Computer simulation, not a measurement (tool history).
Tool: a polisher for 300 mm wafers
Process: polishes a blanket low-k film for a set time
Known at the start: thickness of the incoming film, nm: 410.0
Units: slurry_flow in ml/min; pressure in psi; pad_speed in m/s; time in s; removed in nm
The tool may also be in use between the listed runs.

run	day	slurry_flow	pressure	pad_speed	slurry_solids	time	removed
1	0.000	245	1.6	0.98	1.0	23	7.5522
2	0.117	245	1.5	0.96	1.0	23	6.9751
3	0.250	245	1.4	0.94	1.0	23	6.5374
4	0.354	245	1.4	1.08	1.0	23	6.8402
5	0.721	245	1.3	1.06	1.0	23	6.4560
6	0.754	245	1.3	1.06	1.0	23	6.2545

The next listed run, before its measurement:
7	1.067	245	1.2	1.06	1.0	23	?

{"run 7": {"removed": 5.8481}}
